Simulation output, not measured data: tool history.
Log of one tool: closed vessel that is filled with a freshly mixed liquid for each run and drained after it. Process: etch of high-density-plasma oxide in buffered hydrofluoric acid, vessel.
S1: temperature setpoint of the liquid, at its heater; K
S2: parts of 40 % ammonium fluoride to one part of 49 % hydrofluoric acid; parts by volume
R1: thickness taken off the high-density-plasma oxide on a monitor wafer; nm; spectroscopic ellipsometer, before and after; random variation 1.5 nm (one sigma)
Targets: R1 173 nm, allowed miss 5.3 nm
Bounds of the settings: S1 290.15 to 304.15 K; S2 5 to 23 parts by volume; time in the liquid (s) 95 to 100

Run 1, hour 0: S1 296.15 K, S2 14 parts by volume, time in the liquid (s) 95. Result: R1 76.856 nm.
Run 2, hour 6.9: S1 296.15 K, S2 15.5 parts by volume, time in the liquid (s) 95. Result: R1 69.827 nm.
Run 3, hour 8.1: S1 297.65 K, S2 14 parts by volume, time in the liquid (s) 95. Result: R1 83.456 nm.
Run 4, hour 13: S1 297.65 K, S2 14 parts by volume, time in the liquid (s) 100. Result: R1 87.44 nm.
Run 5, hour 21.8: S1 298.65 K, S2 12.5 parts by volume, time in the liquid (s) 100. Result: R1 104.92 nm.
Run 6, hour 29.3: S1 298.65 K, S2 16.5 parts by volume, time in the liquid (s) 100. Result: R1 77.904 nm.
Run 7, hour 32.7: S1 299.65 K, S2 15 parts by volume, time in the liquid (s) 100. Result: R1 91.55 nm.
Run 8, hour 39: S1 300.65 K, S2 14 parts by volume, time in the liquid (s) 100. Result: R1 103.33 nm.
Run 9, hour 42.4: S1 301.15 K, S2 13 parts by volume, time in the liquid (s) 100. Result: R1 115.29 nm.
Run 10, hour 51: S1 304.15 K, S2 9 parts by volume, time in the liquid (s) 100. Result: R1 186.12 nm.

Which of these 5 next moves meets every target?
Run A, hour 59.6: S1 304.15 K, S2 8 parts by volume, time in the liquid (s) 95. Result: R1 ?.
Run B, hour 59.6: S1 304.15 K, S2 8 parts by volume, time in the liquid (s) 100. Result: R1 ?.
Run C, hour 59.6: S1 304.15 K, S2 10 parts by volume, time in the liquid (s) 100. Result: R1 ?.
Run D, hour 59.6: S1 302.65 K, S2 7.5 parts by volume, time in the liquid (s) 95. Result: R1 ?.
Run E, hour 59.6: S1 304.15 K, S2 8.5 parts by volume, time in the liquid (s) 100. Result: R1 ?.

move      R1
   A  197.52
   B  207.92
   C  171.31
   D   195.8
   E  194.72
A: further off than the last run
B: further off than the last run
C: meets every target
D: further off than the last run
E: further off than the last run
The right move is C.
